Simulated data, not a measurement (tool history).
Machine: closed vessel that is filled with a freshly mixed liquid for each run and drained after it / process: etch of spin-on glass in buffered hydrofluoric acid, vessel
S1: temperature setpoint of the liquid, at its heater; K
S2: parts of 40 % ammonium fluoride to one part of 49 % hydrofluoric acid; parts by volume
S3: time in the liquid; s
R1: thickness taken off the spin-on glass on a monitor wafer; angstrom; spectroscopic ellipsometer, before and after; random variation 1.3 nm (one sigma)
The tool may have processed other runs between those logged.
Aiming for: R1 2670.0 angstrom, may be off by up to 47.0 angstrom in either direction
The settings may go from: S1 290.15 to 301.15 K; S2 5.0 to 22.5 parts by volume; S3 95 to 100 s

run 1 hour=0.0 | S1=293.15 S2=13.5 S3=95 | R1=2186.6
run 2 hour=8.8 | S1=294.15 S2=13.5 S3=95 | R1=2293.0
run 3 hour=15.9 | S1=295.15 S2=13.5 S3=95 | R1=2426.5
run 4 hour=19.2 | S1=295.65 S2=13.5 S3=95 | R1=2508.8
run 5 hour=28.2 | S1=296.15 S2=13.5 S3=95 | R1=2573.1
run 6 hour=30.0 | S1=294.65 S2=13.5 S3=95 | R1=2364.1
run 7 hour=36.3 | S1=295.15 S2=13.5 S3=95 | R1=2430.0
run 8 hour=39.9 | S1=295.65 S2=13.5 S3=95 | R1=2497.9
run 9 hour=47.6 | S1=296.15 S2=13.5 S3=95 | R1=2564.7

Next run, 4 choices. One meets every target within its allowed miss, the rest don't. Which?
run A hour=55.3 | S1=299.15 S2=15.5 S3=100 | R1=?
run B hour=55.3 | S1=297.15 S2=14.0 S3=100 | R1=?
run C hour=55.3 | S1=300.65 S2=16.5 S3=95 | R1=?
run D hour=55.3 | S1=296.15 S2=13.0 S3=100 | R1=?

move=A R1=2785.6
move=B R1=2761.7
move=C R1=2697.4
move=D R1=2811.6
A: pushes the last run's worst result past its target
B: pushes the last run's worst result past its target
C: every result within its allowed miss
D: pushes the last run's worst result past its target
The move that meets every target is C.
